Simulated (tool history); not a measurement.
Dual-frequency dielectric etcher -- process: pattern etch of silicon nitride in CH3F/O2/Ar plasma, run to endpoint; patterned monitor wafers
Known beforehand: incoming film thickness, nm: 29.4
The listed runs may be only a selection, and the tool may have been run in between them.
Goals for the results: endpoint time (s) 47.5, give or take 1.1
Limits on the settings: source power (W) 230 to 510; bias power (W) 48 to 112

run  hour  source power (W)  bias power (W)  endpoint time (s)
  1     0               370              80             41.047
  2   7.2               360              79             41.903
  3   8.5               350              78             42.449
  4   9.2               380              78             41.133
  5  17.1               340              78             42.995
  6  23.9               340              89              40.57
  7  28.1               330              88             40.549
  8  33.6               320              86             42.144
  9  35.7               320              86             42.264
 10  43.2               310              86             42.189
 11  49.7               300              85             43.444
 12    51               290              85              43.77
 13  59.3               290              85              43.71

Pick the move, out of 5, that brings all results within their allowed miss; only one does.
  A  67.6               320              99                  ?
  B  67.6               280              84                  ?
  C  67.6               230              82                  ?
  D  67.6               400              92                  ?
  E  67.6               240              72                  ?

move  endpoint time (s)
   A             39.463
   B             44.481
   C             47.911
   D             37.897
   E             50.273
A: lands further from the targets than the last run did
B: better than the last run, though not everything is in spec
C: all results in spec
D: lands further from the targets than the last run did
E: moves the result that the last run missed by most past its target, out the other side
Correct choice: C, which meets every target

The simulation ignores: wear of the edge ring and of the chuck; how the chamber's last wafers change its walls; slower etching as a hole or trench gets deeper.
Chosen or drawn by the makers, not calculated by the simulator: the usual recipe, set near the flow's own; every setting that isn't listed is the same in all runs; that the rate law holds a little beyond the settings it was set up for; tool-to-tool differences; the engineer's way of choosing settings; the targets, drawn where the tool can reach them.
